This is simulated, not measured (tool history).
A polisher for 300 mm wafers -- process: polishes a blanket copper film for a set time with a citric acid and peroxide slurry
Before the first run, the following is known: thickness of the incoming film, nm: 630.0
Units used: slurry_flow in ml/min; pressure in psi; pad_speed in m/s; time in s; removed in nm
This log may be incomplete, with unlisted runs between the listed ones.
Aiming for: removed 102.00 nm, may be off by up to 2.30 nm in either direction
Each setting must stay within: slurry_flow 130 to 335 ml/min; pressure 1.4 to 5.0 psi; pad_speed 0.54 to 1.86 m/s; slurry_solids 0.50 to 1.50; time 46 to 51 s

run 1 day=0.000 | slurry_flow=215 pressure=3.2 pad_speed=1.18 slurry_solids=1.00 time=51 | removed=129.71
run 2 day=0.121 | slurry_flow=190 pressure=3.2 pad_speed=1.18 slurry_solids=1.00 time=51 | removed=128.46
run 3 day=0.396 | slurry_flow=190 pressure=3.2 pad_speed=1.18 slurry_solids=1.00 time=46 | removed=114.01
run 4 day=0.621 | slurry_flow=180 pressure=3.1 pad_speed=1.18 slurry_solids=1.00 time=46 | removed=110.85
run 5 day=0.992 | slurry_flow=170 pressure=3.1 pad_speed=1.18 slurry_solids=1.00 time=46 | removed=108.77
run 6 day=1.071 | slurry_flow=160 pressure=3.1 pad_speed=1.18 slurry_solids=1.00 time=46 | removed=108.07
run 7 day=1.408 | slurry_flow=155 pressure=3.1 pad_speed=1.18 slurry_solids=1.00 time=46 | removed=106.81
run 8 day=1.433 | slurry_flow=155 pressure=3.1 pad_speed=1.18 slurry_solids=1.00 time=46 | removed=107.97
run 9 day=1.692 | slurry_flow=150 pressure=3.1 pad_speed=1.18 slurry_solids=1.00 time=46 | removed=106.43
run 10 day=1.908 | slurry_flow=145 pressure=3.1 pad_speed=1.18 slurry_solids=1.00 time=46 | removed=105.61
-- day=1.992 slurry nozzle cleaned
run 11 day=1.992 | slurry_flow=140 pressure=3.0 pad_speed=1.18 slurry_solids=1.00 time=46 | removed=107.19
run 12 day=2.362 | slurry_flow=140 pressure=2.9 pad_speed=1.18 slurry_solids=1.00 time=46 | removed=105.55

4 next moves are on the table. One of them brings every result within its allowed miss. Which?
run A day=2.733 | slurry_flow=130 pressure=2.6 pad_speed=1.32 slurry_solids=0.95 time=49 | removed=?
run B day=2.733 | slurry_flow=160 pressure=3.7 pad_speed=0.70 slurry_solids=1.15 time=51 | removed=?
run C day=2.733 | slurry_flow=130 pressure=2.7 pad_speed=1.16 slurry_solids=1.00 time=48 | removed=?
run D day=2.733 | slurry_flow=130 pressure=2.9 pad_speed=1.18 slurry_solids=1.00 time=49 | removed=?

move=A removed=110.56
move=B removed=105.65
move=C removed=102.82
move=D removed=110.67
A: the biggest miss grows against the last run
B: roughly where the last run was
C: hits every target within its allowed miss
D: the biggest miss grows against the last run
Move C is the one to make.

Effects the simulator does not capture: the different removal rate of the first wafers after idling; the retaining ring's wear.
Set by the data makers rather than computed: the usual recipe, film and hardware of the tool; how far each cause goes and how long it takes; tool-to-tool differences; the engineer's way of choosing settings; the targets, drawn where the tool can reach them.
